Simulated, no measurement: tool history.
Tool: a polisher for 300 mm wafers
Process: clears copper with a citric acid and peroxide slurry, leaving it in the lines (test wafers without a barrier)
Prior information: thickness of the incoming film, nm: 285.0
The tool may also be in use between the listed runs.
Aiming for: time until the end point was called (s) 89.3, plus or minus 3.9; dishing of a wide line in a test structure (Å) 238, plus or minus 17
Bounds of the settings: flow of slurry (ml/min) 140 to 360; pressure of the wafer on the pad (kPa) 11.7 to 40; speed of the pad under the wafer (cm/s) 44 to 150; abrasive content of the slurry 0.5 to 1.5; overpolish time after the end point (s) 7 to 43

run,day,flow of slurry (ml/min),pressure of the wafer on the pad (kPa),speed of the pad under the wafer (cm/s),abrasive content of the slurry,overpolish time after the end point (s),time until the end point was called (s),dishing of a wide line in a test structure (Å)
1,0,230,25.5,96,1,22,127.91,295.83
2,0.312,230,28.3,96,1,18,111.52,266.77
3,0.583,230,28.3,86,1,18,124.09,248.39
4,0.862,230,28.3,86,0.9,18,126.37,252.34
5,1.192,190,28.3,86,0.9,18,128.93,251.2
6,1.467,190,28.3,86,0.9,12,131.04,172.9
7,1.6,190,28.3,86,0.9,12,127.32,164.3
8,1.833,195,31,86,0.9,12,120.87,185.82
9,2.158,200,33.8,88,0.9,12,107.6,205.06
10,2.225,205,35.2,88,0.9,12,101.23,214
11,2.321,210,35.9,88,0.9,12,98.976,207.2
12,2.404,210,36.5,88,0.9,12,97.996,219.23
13,2.621,210,37.2,88,0.9,12,96.871,231.5
14,2.796,210,37.9,88,0.9,12,95.783,232.71

Exactly one of the 5 candidate moves below puts every result within its allowed miss. Which one?
A,2.971,260,32.4,110,0.7,12,?,?
B,2.971,205,33.8,90,0.95,15,?,?
C,2.971,160,36.5,82,1,14,?,?
D,2.971,200,37.2,84,0.9,15,?,?
E,2.971,210,35.9,88,0.7,14,?,?

move,time until the end point was called (s),dishing of a wide line in a test structure (Å)
A,90.351,236.57
B,102.74,257.23
C,107.5,233.32
D,101.2,261.31
E,104.25,239.55
A: all results in spec
B: moves away from the targets compared with the last run
C: moves away from the targets compared with the last run
D: moves away from the targets compared with the last run
E: moves away from the targets compared with the last run
The right move is A.
